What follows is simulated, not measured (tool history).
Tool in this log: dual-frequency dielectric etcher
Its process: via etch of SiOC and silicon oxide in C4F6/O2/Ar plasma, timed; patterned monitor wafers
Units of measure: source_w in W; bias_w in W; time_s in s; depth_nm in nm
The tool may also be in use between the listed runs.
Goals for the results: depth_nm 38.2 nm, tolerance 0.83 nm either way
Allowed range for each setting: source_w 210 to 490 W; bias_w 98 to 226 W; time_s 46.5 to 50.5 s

run	hour	source_w	bias_w	time_s	depth_nm
1	0	350	162	50.5	49.286
2	6.9	290	162	50.5	44.719
3	12.1	290	146	50.5	42.993
4	19.3	350	146	50.5	46.85
5	25.7	310	146	50.5	44.387
6	31.7	310	120	50.5	41.083
7	35.6	250	114	50.5	35.111
8	41.7	260	114	50.5	36.278
9	44.8	270	114	50.5	37.067

4 next moves are on the table. One of them brings every result within its allowed miss. Which?
A	47.9	300	99	50	?
B	47.9	250	119	50.5	?
C	47.9	270	135	48.5	?
D	47.9	270	102	50.5	?

move	depth_nm
A	36.735
B	36.49
C	38.769
D	35.48
A: the biggest miss grows against the last run
B: the biggest miss grows against the last run
C: every result within its allowed miss
D: the biggest miss grows against the last run
The right move is C.

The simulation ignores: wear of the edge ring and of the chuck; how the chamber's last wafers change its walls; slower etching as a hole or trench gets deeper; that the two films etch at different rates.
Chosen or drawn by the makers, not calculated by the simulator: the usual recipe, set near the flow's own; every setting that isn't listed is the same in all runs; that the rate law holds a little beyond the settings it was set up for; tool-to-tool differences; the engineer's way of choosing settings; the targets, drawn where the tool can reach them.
